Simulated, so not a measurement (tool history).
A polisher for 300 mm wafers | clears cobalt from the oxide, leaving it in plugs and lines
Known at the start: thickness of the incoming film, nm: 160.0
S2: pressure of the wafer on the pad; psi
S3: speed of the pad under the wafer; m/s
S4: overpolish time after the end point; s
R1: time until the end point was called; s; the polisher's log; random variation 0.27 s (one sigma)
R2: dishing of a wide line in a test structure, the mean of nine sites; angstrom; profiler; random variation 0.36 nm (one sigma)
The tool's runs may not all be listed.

{"run": 1, "day": 0.0, "flow of slurry (ml/min)": 300, "S2": 2, "S3": 1.24, "S4": 13, "R1": 20.458, "R2": 485.86}
{"run": 2, "day": 0.121, "flow of slurry (ml/min)": 300, "S2": 2, "S3": 1.24, "S4": 17, "R1": 20.368, "R2": 535.41}
{"run": 3, "day": 0.425, "flow of slurry (ml/min)": 300, "S2": 1.9, "S3": 1.24, "S4": 13, "R1": 21.249, "R2": 477.59}
{"run": 4, "day": 0.708, "flow of slurry (ml/min)": 275, "S2": 1.9, "S3": 1.24, "S4": 13, "R1": 21.685, "R2": 474.35}
{"run": 5, "day": 1.046, "flow of slurry (ml/min)": 310, "S2": 1.8, "S3": 1.24, "S4": 11, "R1": 22.308, "R2": 433.94}
{"run": 6, "day": 1.238, "flow of slurry (ml/min)": 315, "S2": 1.7, "S3": 1.24, "S4": 9, "R1": 24.045, "R2": 371.76}

Forecast run 7:
{"run": 7, "day": 1.508, "flow of slurry (ml/min)": 320, "S2": 1.7, "S3": 1.24, "S4": 9, "R1": "?", "R2": "?"}

R1: 23.483 s
R2: 374.75 angstrom

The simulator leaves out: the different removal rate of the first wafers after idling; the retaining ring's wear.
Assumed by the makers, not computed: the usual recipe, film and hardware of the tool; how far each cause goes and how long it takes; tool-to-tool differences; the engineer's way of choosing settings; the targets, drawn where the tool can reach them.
